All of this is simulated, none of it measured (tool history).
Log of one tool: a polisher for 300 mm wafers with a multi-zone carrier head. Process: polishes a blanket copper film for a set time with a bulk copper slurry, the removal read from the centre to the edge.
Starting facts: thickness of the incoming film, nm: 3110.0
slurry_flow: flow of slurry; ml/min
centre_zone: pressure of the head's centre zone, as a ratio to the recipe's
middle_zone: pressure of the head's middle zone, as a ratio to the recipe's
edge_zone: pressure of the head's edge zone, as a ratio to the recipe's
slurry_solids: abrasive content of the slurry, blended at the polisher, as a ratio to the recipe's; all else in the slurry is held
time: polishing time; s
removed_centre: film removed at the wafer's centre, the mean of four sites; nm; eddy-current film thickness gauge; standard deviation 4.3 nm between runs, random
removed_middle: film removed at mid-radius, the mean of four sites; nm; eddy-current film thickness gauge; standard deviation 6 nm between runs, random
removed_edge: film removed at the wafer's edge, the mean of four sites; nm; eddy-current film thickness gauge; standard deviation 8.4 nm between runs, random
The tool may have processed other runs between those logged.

run,hour,slurry_flow,centre_zone,middle_zone,edge_zone,slurry_solids,time,removed_centre,removed_middle,removed_edge
1,0.0,305,1.00,1.00,1.00,1.00,88,555.17,548.58,559.76
2,2.6,305,0.99,1.01,1.03,1.10,90,568.46,568.18,580.90
3,5.4,305,0.99,1.01,1.03,1.25,90,580.83,590.96,587.00
4,11.6,305,0.97,1.01,1.05,1.30,93,587.55,612.23,616.55
5,14.2,305,0.96,1.01,1.07,1.35,95,591.77,633.84,643.65
6,21.5,310,0.96,1.01,1.09,1.35,96,603.29,639.10,663.56

Forecast run 7:
7,24.8,320,0.96,1.01,1.11,1.35,97,?,?,?

Run 7 produced removed_centre 609.89 nm, removed_middle 641.77 nm, removed_edge 690.44 nm.

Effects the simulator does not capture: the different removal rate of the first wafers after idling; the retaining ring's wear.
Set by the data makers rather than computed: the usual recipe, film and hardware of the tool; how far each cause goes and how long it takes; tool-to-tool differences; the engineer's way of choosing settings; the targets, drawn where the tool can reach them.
